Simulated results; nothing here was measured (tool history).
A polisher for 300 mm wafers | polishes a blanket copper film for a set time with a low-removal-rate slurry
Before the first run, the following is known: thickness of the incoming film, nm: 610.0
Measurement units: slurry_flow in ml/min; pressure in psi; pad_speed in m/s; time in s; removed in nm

| run | hour | slurry_flow | pressure | pad_speed | slurry_solids | time | removed |
|---|---|---|---|---|---|---|---|
| 1 | 0 | 305 | 1.9 | 1.12 | 1 | 113 | 281.1 |
| 2 | 8.4 | 305 | 1.6 | 1.08 | 1 | 113 | 229.22 |
| 3 | 17.2 | 305 | 1.6 | 1.08 | 0.9 | 113 | 225.47 |
| 4 | 18.1 | 305 | 1.4 | 1.06 | 0.9 | 113 | 195.5 |
| 5 | 21.7 | 305 | 1.4 | 1.06 | 0.9 | 113 | 193.93 |
| 6 | 30.1 | 305 | 1.4 | 1.06 | 0.8 | 113 | 193.66 |

Run 7 has not been measured yet. What should we expect?
| 7 | 37.8 | 305 | 1.3 | 1.06 | 0.8 | 113 | ? |

{"run 7": {"removed": 178.17}}
